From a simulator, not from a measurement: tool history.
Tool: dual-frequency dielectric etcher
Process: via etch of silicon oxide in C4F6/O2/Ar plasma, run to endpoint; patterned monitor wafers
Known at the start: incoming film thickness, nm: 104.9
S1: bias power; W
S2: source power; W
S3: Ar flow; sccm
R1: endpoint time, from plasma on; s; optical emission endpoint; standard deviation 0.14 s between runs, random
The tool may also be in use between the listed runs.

run	hour	S1	S2	S3	R1
1	0	485	410	348	25.38
2	1	485	380	348	25.968
3	4.7	412	380	348	27.135
4	5.3	335	380	348	28.361
5	6.7	335	430	348	26.924
6	11.7	335	430	312	26.283
7	17.4	323	400	321	27.597

Estimate the outcome of run 8 from the log above:
8	23.4	314	380	326	?

R1: 28.664 s
